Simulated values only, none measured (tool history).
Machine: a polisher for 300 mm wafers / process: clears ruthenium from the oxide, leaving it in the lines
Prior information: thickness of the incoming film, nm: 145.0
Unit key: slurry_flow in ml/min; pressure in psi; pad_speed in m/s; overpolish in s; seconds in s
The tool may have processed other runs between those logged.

run	hour	slurry_flow	pressure	pad_speed	overpolish	seconds
1	0	190	2.3	0.78	24	179.94
2	3.6	190	2.8	0.78	24	150.36
3	6.8	190	2.8	0.78	24	149.82
4	13.8	215	2.8	0.78	24	147.39
5	17.3	210	2.3	0.7	24	199.5
# hour 26: worn pad replaced by a new one
6	26	210	2	0.64	24	234.04

Run 7 is up next; what results do you expect?
7	30.9	210	1.7	0.58	24	?

seconds: 297.73 s
